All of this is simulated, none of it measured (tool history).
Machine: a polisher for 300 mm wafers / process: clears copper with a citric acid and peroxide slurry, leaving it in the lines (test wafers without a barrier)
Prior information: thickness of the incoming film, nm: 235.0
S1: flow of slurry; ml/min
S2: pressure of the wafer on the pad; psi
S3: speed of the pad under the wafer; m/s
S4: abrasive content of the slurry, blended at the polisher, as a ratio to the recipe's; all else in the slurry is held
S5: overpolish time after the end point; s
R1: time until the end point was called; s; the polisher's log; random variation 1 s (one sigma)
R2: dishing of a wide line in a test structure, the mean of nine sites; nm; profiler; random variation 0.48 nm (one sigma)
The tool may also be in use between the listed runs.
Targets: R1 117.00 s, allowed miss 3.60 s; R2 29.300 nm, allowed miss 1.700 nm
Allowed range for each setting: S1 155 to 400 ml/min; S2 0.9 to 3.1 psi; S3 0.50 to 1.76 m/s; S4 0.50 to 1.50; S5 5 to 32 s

run,hour,S1,S2,S3,S4,S5,R1,R2
1,0.0,255,2.0,1.12,1.00,16,152.91,16.439
2,5.6,255,2.0,1.12,1.15,16,148.68,16.125
3,10.6,255,2.0,1.38,1.15,16,125.53,18.718
4,19.1,200,2.0,1.38,1.15,16,131.24,18.773
5,21.6,205,2.0,1.38,1.15,17,130.92,19.196
6,25.7,215,2.0,1.38,1.15,18,129.69,20.519
7,27.9,225,2.0,1.38,1.15,19,131.69,20.637
8,31.4,230,2.1,1.38,1.15,20,123.68,22.713

Pick the move, out of 4, that brings all results within their allowed miss; only one does.
A,34.9,230,2.2,1.32,1.20,13,?,?
B,34.9,185,2.0,1.36,1.30,15,?,?
C,34.9,245,2.0,1.30,1.10,15,?,?
D,34.9,215,2.1,1.48,1.15,27,?,?

move,R1,R2
A,120.55,16.410
B,129.20,17.341
C,135.49,16.696
D,116.98,28.503
A: further off than the last run
B: further off than the last run
C: further off than the last run
D: every result lands within tolerance
The move that meets every target is D.

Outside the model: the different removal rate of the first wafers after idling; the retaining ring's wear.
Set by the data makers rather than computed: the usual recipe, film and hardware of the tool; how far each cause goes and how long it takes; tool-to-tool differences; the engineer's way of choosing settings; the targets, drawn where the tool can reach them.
